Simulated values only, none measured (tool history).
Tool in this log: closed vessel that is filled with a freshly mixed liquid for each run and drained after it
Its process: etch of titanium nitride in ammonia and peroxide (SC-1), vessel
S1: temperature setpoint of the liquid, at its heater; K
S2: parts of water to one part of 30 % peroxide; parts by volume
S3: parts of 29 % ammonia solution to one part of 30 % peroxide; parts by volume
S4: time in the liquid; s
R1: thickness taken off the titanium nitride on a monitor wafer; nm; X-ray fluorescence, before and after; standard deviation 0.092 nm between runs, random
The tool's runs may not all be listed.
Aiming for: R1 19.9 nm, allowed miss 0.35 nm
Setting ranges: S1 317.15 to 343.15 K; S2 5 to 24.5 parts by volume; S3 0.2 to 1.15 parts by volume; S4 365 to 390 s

Run 1, hour 0: S1 333.15 K, S2 13.5 parts by volume, S3 0.65 parts by volume, S4 365 s. Result: R1 37.152 nm.
Run 2, hour 2.1: S1 333.15 K, S2 13.5 parts by volume, S3 0.55 parts by volume, S4 365 s. Result: R1 35.866 nm.
Run 3, hour 3.1: S1 333.15 K, S2 13.5 parts by volume, S3 0.55 parts by volume, S4 365 s. Result: R1 35.943 nm.
Run 4, hour 5.5: S1 333.15 K, S2 13.5 parts by volume, S3 0.4 parts by volume, S4 365 s. Result: R1 33.759 nm.
Run 5, hour 13.8: S1 333.15 K, S2 13.5 parts by volume, S3 0.4 parts by volume, S4 365 s. Result: R1 33.88 nm.
Run 6, hour 21.9: S1 332.15 K, S2 13.5 parts by volume, S3 0.4 parts by volume, S4 365 s. Result: R1 31.358 nm.
Run 7, hour 23.7: S1 331.15 K, S2 13.5 parts by volume, S3 0.4 parts by volume, S4 365 s. Result: R1 29.702 nm.
Run 8, hour 25.2: S1 330.15 K, S2 13.5 parts by volume, S3 0.4 parts by volume, S4 365 s. Result: R1 27.817 nm.
Run 9, hour 28.7: S1 329.65 K, S2 13.5 parts by volume, S3 0.4 parts by volume, S4 365 s. Result: R1 26.843 nm.
Run 10, hour 34.3: S1 329.15 K, S2 13.5 parts by volume, S3 0.4 parts by volume, S4 365 s. Result: R1 25.968 nm.
Run 11, hour 40.8: S1 328.65 K, S2 13.5 parts by volume, S3 0.4 parts by volume, S4 365 s. Result: R1 25.065 nm.
Run 12, hour 43.6: S1 324.65 K, S2 13.5 parts by volume, S3 0.4 parts by volume, S4 365 s. Result: R1 19.023 nm.

Which of these 4 next moves meets every target?
Run A, hour 46.4: S1 323.15 K, S2 12.5 parts by volume, S3 0.4 parts by volume, S4 390 s. Result: R1 ?.
Run B, hour 46.4: S1 326.15 K, S2 15.5 parts by volume, S3 0.3 parts by volume, S4 390 s. Result: R1 ?.
Run C, hour 46.4: S1 325.15 K, S2 15.5 parts by volume, S3 0.35 parts by volume, S4 390 s. Result: R1 ?.
Run D, hour 46.4: S1 323.65 K, S2 12.5 parts by volume, S3 0.25 parts by volume, S4 380 s. Result: R1 ?.

move      R1
   A  19.291
   B   19.99
   C  19.216
   D  17.825
A: nearer the targets than the last run, but a result is still out of spec
B: meets every target
C: nearer the targets than the last run, but a result is still out of spec
D: lands further from the targets than the last run did
Move B is the one to make.

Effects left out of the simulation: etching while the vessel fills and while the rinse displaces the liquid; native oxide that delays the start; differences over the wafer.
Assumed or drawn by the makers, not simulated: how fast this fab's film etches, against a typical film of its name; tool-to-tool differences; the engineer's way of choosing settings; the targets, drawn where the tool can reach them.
